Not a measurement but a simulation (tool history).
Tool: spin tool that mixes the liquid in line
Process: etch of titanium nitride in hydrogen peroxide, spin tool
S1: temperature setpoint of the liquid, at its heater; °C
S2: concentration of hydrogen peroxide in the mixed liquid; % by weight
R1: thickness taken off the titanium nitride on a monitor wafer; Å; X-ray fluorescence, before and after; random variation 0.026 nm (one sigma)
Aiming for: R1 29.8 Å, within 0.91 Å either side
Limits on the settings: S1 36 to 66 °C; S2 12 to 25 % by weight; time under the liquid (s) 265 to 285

run 1 hour=0 | S1=52 S2=17 time_under_the_liquid_(s)=265 | R1=65.37
run 2 hour=5.9 | S1=49.5 S2=17 time_under_the_liquid_(s)=265 | R1=54.236
run 3 hour=13.8 | S1=55 S2=17 time_under_the_liquid_(s)=265 | R1=81.116
run 4 hour=22.3 | S1=55 S2=14.5 time_under_the_liquid_(s)=265 | R1=78.972
run 5 hour=25.4 | S1=60 S2=14.5 time_under_the_liquid_(s)=265 | R1=109.25
run 6 hour=32.7 | S1=60 S2=14.5 time_under_the_liquid_(s)=285 | R1=117.08
run 7 hour=36.6 | S1=55 S2=14.5 time_under_the_liquid_(s)=285 | R1=84.405
run 8 hour=40 | S1=51.5 S2=14.5 time_under_the_liquid_(s)=285 | R1=66.037
run 9 hour=41.9 | S1=49 S2=14.5 time_under_the_liquid_(s)=285 | R1=55.171

4 next moves are on the table. One of them brings every result within its allowed miss. Which?
run A hour=43.8 | S1=53.5 S2=16 time_under_the_liquid_(s)=275 | R1=?
run B hour=43.8 | S1=53.5 S2=16.5 time_under_the_liquid_(s)=285 | R1=?
run C hour=43.8 | S1=42 S2=14 time_under_the_liquid_(s)=265 | R1=?
run D hour=43.8 | S1=57.5 S2=15.5 time_under_the_liquid_(s)=285 | R1=?

move=A R1=75.321
move=B R1=78.568
move=C R1=30.388
move=D R1=102.53
A: lands further from the targets than the last run did
B: lands further from the targets than the last run did
C: in spec on every target
D: lands further from the targets than the last run did
C meets every target.
